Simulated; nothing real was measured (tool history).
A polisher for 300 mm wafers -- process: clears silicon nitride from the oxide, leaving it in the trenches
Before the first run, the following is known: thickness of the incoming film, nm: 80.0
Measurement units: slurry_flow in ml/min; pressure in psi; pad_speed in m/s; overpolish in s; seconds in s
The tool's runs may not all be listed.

run	day	slurry_flow	pressure	pad_speed	overpolish	seconds
1	0	125	3.3	1.1	17	60.981
2	0.104	125	3.7	1.12	17	54.18
3	0.467	125	3.7	0.92	17	63.035
4	0.712	95	3.7	0.92	17	68.612
5	0.954	95	3.7	0.82	17	79.683
6	1.038	110	4.1	0.86	17	65.625
7	1.183	120	4.4	0.94	17	55.929
8	1.371	130	4.6	1	17	50.239
9	1.742	135	4.7	1.06	17	45.839

Estimate the outcome of run 10 from the log above:
10	1.771	140	4.8	1.1	17	?

Run 10 produced seconds 43.021 s.

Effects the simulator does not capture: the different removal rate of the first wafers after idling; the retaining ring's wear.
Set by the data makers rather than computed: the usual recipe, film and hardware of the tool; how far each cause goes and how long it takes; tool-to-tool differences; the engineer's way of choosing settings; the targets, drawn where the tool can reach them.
